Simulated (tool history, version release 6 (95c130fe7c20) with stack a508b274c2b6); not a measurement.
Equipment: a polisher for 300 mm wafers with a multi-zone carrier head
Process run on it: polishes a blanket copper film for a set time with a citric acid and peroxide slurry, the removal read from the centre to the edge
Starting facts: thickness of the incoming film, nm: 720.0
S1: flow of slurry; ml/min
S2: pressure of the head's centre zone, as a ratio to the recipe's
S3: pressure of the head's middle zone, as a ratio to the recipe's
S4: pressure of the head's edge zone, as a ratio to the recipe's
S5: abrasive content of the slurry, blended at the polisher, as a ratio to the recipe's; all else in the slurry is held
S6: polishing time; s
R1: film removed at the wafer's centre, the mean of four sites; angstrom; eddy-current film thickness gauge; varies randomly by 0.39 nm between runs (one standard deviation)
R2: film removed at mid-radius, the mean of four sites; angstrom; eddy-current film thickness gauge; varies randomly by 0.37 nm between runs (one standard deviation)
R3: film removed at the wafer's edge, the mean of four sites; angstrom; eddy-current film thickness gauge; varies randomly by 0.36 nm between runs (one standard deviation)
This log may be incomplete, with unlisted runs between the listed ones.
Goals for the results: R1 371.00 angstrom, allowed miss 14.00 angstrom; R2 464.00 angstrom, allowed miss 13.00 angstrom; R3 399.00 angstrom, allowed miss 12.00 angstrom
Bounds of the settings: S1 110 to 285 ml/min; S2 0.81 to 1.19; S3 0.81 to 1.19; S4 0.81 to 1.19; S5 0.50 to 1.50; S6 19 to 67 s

run,hour,S1,S2,S3,S4,S5,S6,R1,R2,R3
1,0.0,180,1.00,1.00,1.00,1.00,43,610.46,629.64,606.57
2,8.2,175,0.96,1.01,0.96,0.85,41,537.87,576.03,555.47
3,16.6,175,0.96,1.01,1.03,0.85,41,532.10,578.06,559.53
4,23.1,175,0.96,0.95,1.03,0.85,41,539.88,549.41,568.27
5,27.5,170,0.95,1.00,1.01,0.75,39,493.91,524.92,518.09
6,34.6,170,1.02,1.00,1.01,0.75,39,519.78,523.33,519.68
7,35.2,165,0.99,1.04,0.99,0.70,37,471.39,511.70,477.17
8,41.7,155,0.97,1.06,0.98,0.65,36,433.03,490.41,446.04
9,43.5,145,0.96,1.07,0.97,0.60,36,425.39,480.54,439.48

Consider the 4 candidate settings below. Which is the only one whose results all fall within their allowed miss of target?
A,45.3,120,1.07,1.00,0.95,0.50,44,?,?,?
B,45.3,175,0.94,0.97,0.94,0.70,38,?,?,?
C,45.3,220,0.85,1.08,0.92,0.70,31,?,?,?
D,45.3,150,0.82,0.98,1.08,0.70,36,?,?,?

move,R1,R2,R3
A,515.82,506.35,497.17
B,470.03,495.97,484.97
C,367.96,459.89,402.03
D,384.43,459.73,479.52
A: its largest miss is bigger than the last run's
B: its largest miss is bigger than the last run's
C: meets every target
D: the worst result of the last run now meets its target, but another is out of spec
Answer: C

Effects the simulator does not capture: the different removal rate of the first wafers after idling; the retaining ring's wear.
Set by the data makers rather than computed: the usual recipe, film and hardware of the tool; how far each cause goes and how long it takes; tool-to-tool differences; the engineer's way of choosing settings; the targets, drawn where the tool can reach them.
